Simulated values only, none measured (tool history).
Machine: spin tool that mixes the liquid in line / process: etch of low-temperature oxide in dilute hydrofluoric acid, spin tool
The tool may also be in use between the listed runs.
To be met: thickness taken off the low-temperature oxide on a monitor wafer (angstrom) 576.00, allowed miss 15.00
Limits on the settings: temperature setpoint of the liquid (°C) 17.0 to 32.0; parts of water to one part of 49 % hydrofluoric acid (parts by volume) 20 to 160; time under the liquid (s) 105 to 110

| run | hour | temperature setpoint of the liquid (°C) | parts of water to one part of 49 % hydrofluoric acid (parts by volume) | time under the liquid (s) | thickness taken off the low-temperature oxide on a monitor wafer (angstrom) |
|---|---|---|---|---|---|
| 1 | 0.0 | 24.0 | 90 | 105 | 345.79 |
| 2 | 7.9 | 24.0 | 75 | 105 | 424.09 |
| 3 | 13.6 | 24.5 | 75 | 105 | 433.30 |
| 4 | 19.2 | 24.5 | 100 | 105 | 317.10 |
| 5 | 22.8 | 27.5 | 100 | 105 | 352.17 |
| 6 | 24.2 | 30.0 | 100 | 105 | 386.90 |
| 7 | 26.9 | 30.0 | 95 | 105 | 410.10 |
| 8 | 27.5 | 31.0 | 80 | 105 | 522.23 |

Which of these 5 next moves meets every target?
| A | 28.1 | 28.0 | 80 | 105 | ? |
| B | 28.1 | 30.0 | 70 | 110 | ? |
| C | 28.1 | 30.0 | 70 | 105 | ? |
| D | 28.1 | 31.0 | 90 | 110 | ? |
| E | 28.1 | 29.0 | 80 | 105 | ? |

| move | thickness taken off the low-temperature oxide on a monitor wafer (angstrom) |
|---|---|
| A | 467.45 |
| B | 613.44 |
| C | 585.56 |
| D | 481.16 |
| E | 485.88 |
A: its largest miss is bigger than the last run's
B: pushes the last run's worst result past its target
C: all results in spec
D: its largest miss is bigger than the last run's
E: its largest miss is bigger than the last run's
Correct choice: C, which meets every target

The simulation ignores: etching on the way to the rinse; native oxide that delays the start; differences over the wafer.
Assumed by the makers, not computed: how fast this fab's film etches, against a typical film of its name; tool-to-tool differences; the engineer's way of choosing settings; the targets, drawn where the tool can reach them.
